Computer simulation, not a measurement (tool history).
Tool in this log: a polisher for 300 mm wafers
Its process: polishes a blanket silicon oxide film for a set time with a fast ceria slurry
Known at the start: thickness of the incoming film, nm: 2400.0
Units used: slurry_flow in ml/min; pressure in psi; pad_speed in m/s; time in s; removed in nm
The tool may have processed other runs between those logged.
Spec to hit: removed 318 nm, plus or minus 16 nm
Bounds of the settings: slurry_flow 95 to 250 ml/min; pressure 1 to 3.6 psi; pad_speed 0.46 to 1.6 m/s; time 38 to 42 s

run 1 hour=0 | slurry_flow=160 pressure=2.3 pad_speed=1.02 time=42 | removed=558.26
run 2 hour=4.5 | slurry_flow=160 pressure=2 pad_speed=1 time=42 | removed=491.09
run 3 hour=10.1 | slurry_flow=160 pressure=2 pad_speed=1 time=38 | removed=441.06
run 4 hour=12.1 | slurry_flow=200 pressure=2 pad_speed=1 time=38 | removed=453.57
run 5 hour=14.3 | slurry_flow=200 pressure=1.8 pad_speed=1 time=38 | removed=421.49
run 6 hour=21 | slurry_flow=200 pressure=1.8 pad_speed=1 time=38 | removed=412.57
run 7 hour=22.8 | slurry_flow=200 pressure=1.7 pad_speed=1 time=38 | removed=389.81
run 8 hour=26 | slurry_flow=200 pressure=1.6 pad_speed=1 time=38 | removed=377.58
run 9 hour=26.8 | slurry_flow=195 pressure=1.1 pad_speed=0.98 time=38 | removed=255.63

Exactly one of the 4 candidate moves below puts every result within its allowed miss. Which one?
run A hour=27.6 | slurry_flow=200 pressure=1 pad_speed=1.14 time=41 | removed=?
run B hour=27.6 | slurry_flow=195 pressure=1.1 pad_speed=0.82 time=40 | removed=?
run C hour=27.6 | slurry_flow=185 pressure=1.3 pad_speed=0.96 time=41 | removed=?
run D hour=27.6 | slurry_flow=215 pressure=1.4 pad_speed=0.66 time=42 | removed=?

move=A removed=291.66
move=B removed=237.34
move=C removed=320.52
move=D removed=268.59
A: gains on the last run, yet a result remains outside its allowed miss
B: moves away from the targets compared with the last run
C: meets every target
D: gains on the last run, yet a result remains outside its allowed miss
The right move is C.

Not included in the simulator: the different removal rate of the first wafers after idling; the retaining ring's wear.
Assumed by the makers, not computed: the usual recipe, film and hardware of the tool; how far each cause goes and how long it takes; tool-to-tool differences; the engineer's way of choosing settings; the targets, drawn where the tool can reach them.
